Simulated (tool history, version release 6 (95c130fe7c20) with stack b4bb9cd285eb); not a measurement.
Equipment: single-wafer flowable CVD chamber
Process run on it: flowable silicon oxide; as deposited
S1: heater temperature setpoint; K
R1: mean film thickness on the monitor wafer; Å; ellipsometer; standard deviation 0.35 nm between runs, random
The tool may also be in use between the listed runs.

Run 1, hour 0.0: S1 383.15 K, chamber pressure (Torr) 0.855, RF power (kW) 2.615, deposition time (s) 479. Result: R1 2506.9 Å.
Run 2, hour 0.7: S1 389.15 K, chamber pressure (Torr) 0.855, RF power (kW) 2.615, deposition time (s) 479. Result: R1 2109.2 Å.
Run 3, hour 4.2: S1 389.15 K, chamber pressure (Torr) 0.855, RF power (kW) 2.490, deposition time (s) 479. Result: R1 2098.5 Å.
Run 4, hour 7.7: S1 392.15 K, chamber pressure (Torr) 0.855, RF power (kW) 2.490, deposition time (s) 479. Result: R1 1932.3 Å.
Run 5, hour 8.9: S1 394.15 K, chamber pressure (Torr) 0.855, RF power (kW) 2.490, deposition time (s) 479. Result: R1 1828.2 Å.
Run 6, hour 12.2: S1 395.15 K, chamber pressure (Torr) 0.855, RF power (kW) 2.490, deposition time (s) 479. Result: R1 1770.7 Å.
Run 7, hour 13.1: S1 396.15 K, chamber pressure (Torr) 0.855, RF power (kW) 2.490, deposition time (s) 479. Result: R1 1727.2 Å.
Run 8, hour 13.7: S1 397.15 K, chamber pressure (Torr) 0.855, RF power (kW) 2.490, deposition time (s) 479. Result: R1 1690.6 Å.

Run 9 is up next; what results do you expect?
At hour 21.7: thermocouple changed; heater temperature recalibrated.
Run 9, hour 21.7: S1 398.15 K, chamber pressure (Torr) 0.855, RF power (kW) 2.490, deposition time (s) 479. Result: R1 ?.

Run 9 measured R1 1550.5 Å.
